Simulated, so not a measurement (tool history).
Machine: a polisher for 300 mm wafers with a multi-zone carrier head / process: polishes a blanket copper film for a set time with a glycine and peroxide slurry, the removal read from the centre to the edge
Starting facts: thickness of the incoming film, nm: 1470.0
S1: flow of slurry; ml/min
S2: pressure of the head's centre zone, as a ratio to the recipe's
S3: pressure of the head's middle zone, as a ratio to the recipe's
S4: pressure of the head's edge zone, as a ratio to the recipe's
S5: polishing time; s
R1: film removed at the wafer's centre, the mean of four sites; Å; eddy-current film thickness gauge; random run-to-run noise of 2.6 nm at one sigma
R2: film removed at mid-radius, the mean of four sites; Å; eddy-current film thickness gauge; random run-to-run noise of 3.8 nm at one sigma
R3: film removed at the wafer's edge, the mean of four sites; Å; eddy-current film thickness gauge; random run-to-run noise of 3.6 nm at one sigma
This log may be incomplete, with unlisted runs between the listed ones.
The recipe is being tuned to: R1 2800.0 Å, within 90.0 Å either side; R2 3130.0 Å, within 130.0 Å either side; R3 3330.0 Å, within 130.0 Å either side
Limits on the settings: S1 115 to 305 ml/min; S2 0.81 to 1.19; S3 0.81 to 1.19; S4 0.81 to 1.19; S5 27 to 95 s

Run 1, day 0.000: S1 195 ml/min, S2 1.00, S3 1.00, S4 1.00, S5 61 s. Result: R1 4616.8 Å, R2 4429.6 Å, R3 4493.0 Å.
Run 2, day 0.025: S1 180 ml/min, S2 0.95, S3 0.98, S4 0.99, S5 57 s. Result: R1 4030.1 Å, R2 3946.4 Å, R3 4178.9 Å.
Run 3, day 0.162: S1 180 ml/min, S2 0.95, S3 0.98, S4 1.07, S5 57 s. Result: R1 4094.8 Å, R2 3869.9 Å, R3 4328.4 Å.
Run 4, day 0.479: S1 180 ml/min, S2 0.95, S3 0.94, S4 1.07, S5 57 s. Result: R1 4009.9 Å, R2 3886.2 Å, R3 4356.2 Å.
Run 5, day 0.512: S1 205 ml/min, S2 0.95, S3 0.94, S4 1.07, S5 57 s. Result: R1 4116.4 Å, R2 3926.2 Å, R3 4458.2 Å.
Run 6, day 0.833: S1 205 ml/min, S2 0.95, S3 0.94, S4 0.99, S5 57 s. Result: R1 4136.6 Å, R2 3941.5 Å, R3 4206.3 Å.
Run 7, day 0.925: S1 185 ml/min, S2 0.91, S3 0.97, S4 0.98, S5 54 s. Result: R1 3730.3 Å, R2 3731.3 Å, R3 3917.2 Å.
Run 8, day 1.229: S1 170 ml/min, S2 0.88, S3 0.99, S4 0.99, S5 52 s. Result: R1 3411.7 Å, R2 3545.5 Å, R3 3655.1 Å.
Run 9, day 1.512: S1 155 ml/min, S2 0.86, S3 1.00, S4 1.01, S5 51 s. Result: R1 3226.4 Å, R2 3509.6 Å, R3 3696.9 Å.
Run 10, day 1.858: S1 150 ml/min, S2 0.85, S3 0.99, S4 1.00, S5 50 s. Result: R1 3098.3 Å, R2 3408.7 Å, R3 3558.0 Å.
At day 2.221: centre zone pressure recalibrated.
Run 11, day 2.221: S1 125 ml/min, S2 0.81, S3 0.94, S4 0.98, S5 48 s. Result: R1 2555.6 Å, R2 3050.8 Å, R3 3245.8 Å.

Which of these 5 next moves meets every target?
Run A, day 2.583: S1 125 ml/min, S2 0.85, S3 0.93, S4 1.05, S5 47 s. Result: R1 ?, R2 ?, R3 ?.
Run B, day 2.583: S1 160 ml/min, S2 0.90, S3 0.99, S4 1.02, S5 46 s. Result: R1 ?, R2 ?, R3 ?.
Run C, day 2.583: S1 155 ml/min, S2 0.92, S3 0.93, S4 0.98, S5 45 s. Result: R1 ?, R2 ?, R3 ?.
Run D, day 2.583: S1 180 ml/min, S2 0.97, S3 0.97, S4 1.06, S5 44 s. Result: R1 ?, R2 ?, R3 ?.
Run E, day 2.583: S1 160 ml/min, S2 0.96, S3 1.05, S4 0.94, S5 46 s. Result: R1 ?, R2 ?, R3 ?.

move      R1      R2      R3
   A  2576.4  2841.5  3356.3
   B  2837.7  3108.5  3374.3
   C  2808.3  2866.4  3224.9
   D  2975.5  2988.1  3344.5
   E  3006.5  3266.7  3242.4
A: closes in on the targets versus the last run, not all within tolerance yet
B: every result within its allowed miss
C: the worst result of the last run now meets its target, but another is out of spec
D: takes the biggest miss from the last run beyond its target
E: takes the biggest miss from the last run beyond its target
B meets every target.
